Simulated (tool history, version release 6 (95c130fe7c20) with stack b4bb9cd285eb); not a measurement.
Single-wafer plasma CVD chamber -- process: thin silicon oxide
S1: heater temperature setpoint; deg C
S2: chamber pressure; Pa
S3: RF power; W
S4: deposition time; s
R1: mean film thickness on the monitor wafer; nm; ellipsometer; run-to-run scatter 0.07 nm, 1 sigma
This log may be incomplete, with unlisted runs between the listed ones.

| run | hour | S1 | S2 | S3 | S4 | R1 |
|---|---|---|---|---|---|---|
| 1 | 0.0 | 385 | 123.7 | 335 | 4.92 | 10.914 |
| 2 | 7.7 | 385 | 133.2 | 335 | 4.92 | 11.512 |
| 3 | 15.6 | 385 | 116.1 | 335 | 4.92 | 10.196 |
| 4 | 20.3 | 385 | 127.6 | 335 | 4.92 | 11.335 |
| 5 | 25.7 | 385 | 134.1 | 335 | 4.92 | 11.693 |
| 6 | 29.8 | 385 | 125.7 | 335 | 4.92 | 11.046 |

Run 7 has not been measured yet. What should we expect?
| 7 | 36.9 | 385 | 134.0 | 335 | 4.92 | ? |

R1: 11.700 nm

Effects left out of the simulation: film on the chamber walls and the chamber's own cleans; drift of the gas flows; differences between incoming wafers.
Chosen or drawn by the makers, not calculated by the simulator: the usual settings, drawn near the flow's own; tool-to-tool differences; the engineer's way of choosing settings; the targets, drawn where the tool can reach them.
